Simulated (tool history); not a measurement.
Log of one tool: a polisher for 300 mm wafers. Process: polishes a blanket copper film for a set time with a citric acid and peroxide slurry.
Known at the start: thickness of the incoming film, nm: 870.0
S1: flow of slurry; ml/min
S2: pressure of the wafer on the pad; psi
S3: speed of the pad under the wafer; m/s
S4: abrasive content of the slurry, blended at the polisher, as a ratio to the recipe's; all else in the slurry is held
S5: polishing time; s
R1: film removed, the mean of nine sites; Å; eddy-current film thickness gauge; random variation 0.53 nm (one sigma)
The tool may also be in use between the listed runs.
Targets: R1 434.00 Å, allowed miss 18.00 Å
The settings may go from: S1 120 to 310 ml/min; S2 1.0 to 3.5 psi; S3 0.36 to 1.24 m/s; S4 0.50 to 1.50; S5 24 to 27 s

| run | hour | S1 | S2 | S3 | S4 | S5 | R1 |
|---|---|---|---|---|---|---|---|
| 1 | 0.0 | 200 | 2.2 | 0.80 | 1.00 | 27 | 282.53 |
| 2 | 3.7 | 180 | 2.2 | 0.80 | 1.00 | 27 | 274.31 |
| 3 | 9.8 | 190 | 2.4 | 0.80 | 1.00 | 27 | 295.87 |
| 4 | 12.1 | 140 | 2.4 | 0.80 | 1.00 | 27 | 284.96 |
| 5 | 16.8 | 140 | 2.7 | 0.80 | 1.00 | 27 | 320.54 |
| 6 | 24.3 | 140 | 2.7 | 0.80 | 1.00 | 27 | 321.65 |
| 7 | 31.2 | 145 | 2.8 | 0.80 | 1.00 | 27 | 324.59 |
| 8 | 38.4 | 145 | 3.0 | 0.82 | 1.00 | 27 | 355.08 |
| 9 | 43.9 | 145 | 3.1 | 0.84 | 1.00 | 27 | 387.94 |

5 next moves are on the table. One of them brings every result within its allowed miss. Which?
| A | 49.4 | 145 | 3.5 | 0.84 | 1.00 | 27 | ? |
| B | 49.4 | 150 | 2.9 | 1.12 | 0.60 | 25 | ? |
| C | 49.4 | 200 | 2.6 | 0.94 | 0.95 | 27 | ? |
| D | 49.4 | 135 | 3.1 | 0.88 | 1.00 | 27 | ? |
| E | 49.4 | 130 | 3.2 | 1.02 | 1.05 | 27 | ? |

| move | R1 |
|---|---|
| A | 425.63 |
| B | 400.23 |
| C | 377.52 |
| D | 388.60 |
| E | 462.58 |
A: meets every target
B: nearer than the last run, and not there yet
C: further off than the last run
D: as far off as the last run
E: takes the result that was furthest off past its target
Answer: A

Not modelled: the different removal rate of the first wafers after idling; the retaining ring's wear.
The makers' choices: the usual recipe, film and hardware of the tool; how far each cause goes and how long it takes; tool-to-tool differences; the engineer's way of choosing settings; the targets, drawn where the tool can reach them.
